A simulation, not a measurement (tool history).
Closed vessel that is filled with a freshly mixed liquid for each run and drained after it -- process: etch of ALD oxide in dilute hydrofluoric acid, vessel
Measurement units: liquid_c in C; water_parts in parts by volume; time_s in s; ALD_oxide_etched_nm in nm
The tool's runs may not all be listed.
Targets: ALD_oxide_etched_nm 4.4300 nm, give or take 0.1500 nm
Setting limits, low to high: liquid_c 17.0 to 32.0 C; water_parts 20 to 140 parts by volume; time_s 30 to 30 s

Run 1, day 0.000: liquid_c 24.0 C, water_parts 75 parts by volume, time_s 30 s. Result: ALD_oxide_etched_nm 6.3531 nm.
Run 2, day 0.071: liquid_c 27.0 C, water_parts 75 parts by volume, time_s 30 s. Result: ALD_oxide_etched_nm 7.2339 nm.
Run 3, day 0.321: liquid_c 27.0 C, water_parts 75 parts by volume, time_s 30 s. Result: ALD_oxide_etched_nm 7.1677 nm.
Run 4, day 0.608: liquid_c 25.5 C, water_parts 75 parts by volume, time_s 30 s. Result: ALD_oxide_etched_nm 6.7704 nm.
Run 5, day 0.821: liquid_c 24.0 C, water_parts 75 parts by volume, time_s 30 s. Result: ALD_oxide_etched_nm 6.3613 nm.
Run 6, day 1.108: liquid_c 26.5 C, water_parts 75 parts by volume, time_s 30 s. Result: ALD_oxide_etched_nm 6.9651 nm.
At day 1.450: hydrofluoric acid flow meter replaced.
Run 7, day 1.450: liquid_c 25.0 C, water_parts 75 parts by volume, time_s 30 s. Result: ALD_oxide_etched_nm 5.9745 nm.
Run 8, day 1.821: liquid_c 24.0 C, water_parts 75 parts by volume, time_s 30 s. Result: ALD_oxide_etched_nm 5.5827 nm.
Run 9, day 2.071: liquid_c 20.0 C, water_parts 75 parts by volume, time_s 30 s. Result: ALD_oxide_etched_nm 4.8416 nm.

Exactly one of the 4 candidate moves below puts every result within its allowed miss. Which one?
Run A, day 2.321: liquid_c 21.0 C, water_parts 70 parts by volume, time_s 30 s. Result: ALD_oxide_etched_nm ?.
Run B, day 2.321: liquid_c 17.5 C, water_parts 60 parts by volume, time_s 30 s. Result: ALD_oxide_etched_nm ?.
Run C, day 2.321: liquid_c 20.0 C, water_parts 80 parts by volume, time_s 30 s. Result: ALD_oxide_etched_nm ?.
Run D, day 2.321: liquid_c 20.0 C, water_parts 70 parts by volume, time_s 30 s. Result: ALD_oxide_etched_nm ?.

move  ALD_oxide_etched_nm
   A               5.3508
   B               5.4463
   C               4.4388
   D               5.1321
A: moves away from the targets compared with the last run
B: moves away from the targets compared with the last run
C: hits every target within its allowed miss
D: moves away from the targets compared with the last run
C is the move that brings every result within its allowed miss.
